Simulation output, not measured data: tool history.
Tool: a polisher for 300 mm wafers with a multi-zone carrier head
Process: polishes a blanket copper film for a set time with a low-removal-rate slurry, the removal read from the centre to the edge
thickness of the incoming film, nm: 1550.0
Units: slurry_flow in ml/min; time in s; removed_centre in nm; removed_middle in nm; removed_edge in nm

Run 1, hour 0.0: slurry_flow 155 ml/min, centre_zone 1.00, middle_zone 1.00, edge_zone 1.00, slurry_solids 1.00, time 85 s. Result: removed_centre 337.81 nm, removed_middle 333.06 nm, removed_edge 339.15 nm.
Run 2, hour 6.5: slurry_flow 140 ml/min, centre_zone 1.00, middle_zone 1.00, edge_zone 1.00, slurry_solids 1.00, time 85 s. Result: removed_centre 333.84 nm, removed_middle 325.52 nm, removed_edge 348.26 nm.
Run 3, hour 14.9: slurry_flow 140 ml/min, centre_zone 0.99, middle_zone 1.05, edge_zone 1.02, slurry_solids 1.15, time 87 s. Result: removed_centre 346.90 nm, removed_middle 356.83 nm, removed_edge 353.34 nm.
Run 4, hour 22.4: slurry_flow 160 ml/min, centre_zone 0.99, middle_zone 1.05, edge_zone 1.02, slurry_solids 1.15, time 87 s. Result: removed_centre 353.44 nm, removed_middle 364.00 nm, removed_edge 361.33 nm.
Run 5, hour 29.4: slurry_flow 170 ml/min, centre_zone 0.97, middle_zone 1.08, edge_zone 1.06, slurry_solids 1.25, time 89 s. Result: removed_centre 374.20 nm, removed_middle 389.89 nm, removed_edge 397.11 nm.
Run 6, hour 37.9: slurry_flow 140 ml/min, centre_zone 0.97, middle_zone 1.08, edge_zone 1.06, slurry_solids 1.25, time 89 s. Result: removed_centre 350.30 nm, removed_middle 371.06 nm, removed_edge 377.09 nm.
Run 7, hour 44.2: slurry_flow 155 ml/min, centre_zone 0.95, middle_zone 1.11, edge_zone 1.07, slurry_solids 1.30, time 90 s. Result: removed_centre 364.19 nm, removed_middle 404.37 nm, removed_edge 385.94 nm.
Run 8, hour 51.3: slurry_flow 160 ml/min, centre_zone 0.93, middle_zone 1.13, edge_zone 1.10, slurry_solids 1.35, time 91 s. Result: removed_centre 368.84 nm, removed_middle 417.05 nm, removed_edge 405.88 nm.
Run 9, hour 57.8: slurry_flow 165 ml/min, centre_zone 0.92, middle_zone 1.14, edge_zone 1.11, slurry_solids 1.40, time 91 s. Result: removed_centre 371.97 nm, removed_middle 427.31 nm, removed_edge 416.65 nm.

The next listed run, before its measurement:
Run 10, hour 58.8: slurry_flow 170 ml/min, centre_zone 0.91, middle_zone 1.15, edge_zone 1.12, slurry_solids 1.40, time 91 s. Result: removed_centre ?, removed_middle ?, removed_edge ?.

Run 10 gave removed_centre 368.96 nm, removed_middle 429.08 nm, removed_edge 413.22 nm.

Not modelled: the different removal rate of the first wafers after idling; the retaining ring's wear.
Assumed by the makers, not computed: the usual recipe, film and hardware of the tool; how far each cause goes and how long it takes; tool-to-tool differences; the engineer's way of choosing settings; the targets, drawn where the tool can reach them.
